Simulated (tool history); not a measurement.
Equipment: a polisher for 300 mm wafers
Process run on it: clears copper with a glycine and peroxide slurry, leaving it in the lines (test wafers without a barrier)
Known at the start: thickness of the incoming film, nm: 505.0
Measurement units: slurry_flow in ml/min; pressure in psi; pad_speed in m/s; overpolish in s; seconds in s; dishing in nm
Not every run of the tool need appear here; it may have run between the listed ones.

run,hour,slurry_flow,pressure,pad_speed,overpolish,seconds,dishing
1,0.0,145,1.6,1.02,9,129.70,25.9460
2,8.2,145,1.6,1.02,8,134.80,22.4620
3,10.9,145,1.6,1.02,6,131.06,17.6170
4,15.1,145,1.6,1.02,3,133.41,9.4121
# hour 19.5: slurry nozzle cleaned
5,19.5,165,1.6,1.02,3,122.57,9.6732
6,23.9,165,1.6,1.02,6,122.96,18.7140
7,27.0,175,1.7,1.04,5,115.25,17.1330

Forecast run 8:
8,27.6,190,1.7,1.06,5,?,?

Run 8 measured seconds 109.82 s, dishing 17.2460 nm.

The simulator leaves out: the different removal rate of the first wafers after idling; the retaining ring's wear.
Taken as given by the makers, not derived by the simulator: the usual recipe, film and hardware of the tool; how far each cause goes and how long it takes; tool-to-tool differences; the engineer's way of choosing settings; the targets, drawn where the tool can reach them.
